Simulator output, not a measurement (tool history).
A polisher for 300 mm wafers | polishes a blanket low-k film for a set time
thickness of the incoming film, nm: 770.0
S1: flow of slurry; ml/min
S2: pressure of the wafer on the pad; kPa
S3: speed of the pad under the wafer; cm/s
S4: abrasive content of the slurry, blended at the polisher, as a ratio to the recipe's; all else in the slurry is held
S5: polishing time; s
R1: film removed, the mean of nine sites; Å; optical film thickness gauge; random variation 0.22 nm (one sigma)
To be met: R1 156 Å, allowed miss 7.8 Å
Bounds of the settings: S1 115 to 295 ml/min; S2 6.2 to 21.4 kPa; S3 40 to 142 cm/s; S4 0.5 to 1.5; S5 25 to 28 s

{"run": 1, "day": 0.0, "S1": 190, "S2": 13.8, "S3": 90, "S4": 1, "S5": 28, "R1": 109.03}
{"run": 2, "day": 0.058, "S1": 190, "S2": 13.8, "S3": 90, "S4": 1, "S5": 28, "R1": 106.04}
{"run": 3, "day": 0.092, "S1": 145, "S2": 13.8, "S3": 90, "S4": 1, "S5": 28, "R1": 102.35}
{"run": 4, "day": 0.325, "S1": 145, "S2": 13.8, "S3": 90, "S4": 1.1, "S5": 28, "R1": 111.65}
{"run": 5, "day": 0.542, "S1": 145, "S2": 14.5, "S3": 90, "S4": 1.1, "S5": 28, "R1": 117}
{"run": 6, "day": 0.854, "S1": 145, "S2": 15.2, "S3": 90, "S4": 1.1, "S5": 28, "R1": 119.78}
{"run": 7, "day": 1.212, "S1": 145, "S2": 15.9, "S3": 90, "S4": 1.1, "S5": 28, "R1": 123.9}
{"run": 8, "day": 1.517, "S1": 145, "S2": 15.9, "S3": 90, "S4": 1.1, "S5": 28, "R1": 128.38}
{"run": 9, "day": 1.788, "S1": 145, "S2": 17.2, "S3": 90, "S4": 1.1, "S5": 28, "R1": 139.33}
{"run": 10, "day": 1.842, "S1": 145, "S2": 17.9, "S3": 90, "S4": 1.1, "S5": 28, "R1": 139.82}

Which of these 4 next moves meets every target?
{"run": "A", "day": 1.896, "S1": 150, "S2": 20, "S3": 86, "S4": 1, "S5": 26, "R1": "?"}
{"run": "B", "day": 1.896, "S1": 145, "S2": 15.2, "S3": 102, "S4": 1.05, "S5": 27, "R1": "?"}
{"run": "C", "day": 1.896, "S1": 135, "S2": 18.6, "S3": 96, "S4": 1.25, "S5": 27, "R1": "?"}
{"run": "D", "day": 1.896, "S1": 130, "S2": 17.2, "S3": 92, "S4": 1.15, "S5": 25, "R1": "?"}

move=A R1=136.9
move=B R1=123.37
move=C R1=155.64
move=D R1=125.08
A: further off than the last run
B: further off than the last run
C: meets every target
D: further off than the last run
The right move is C.
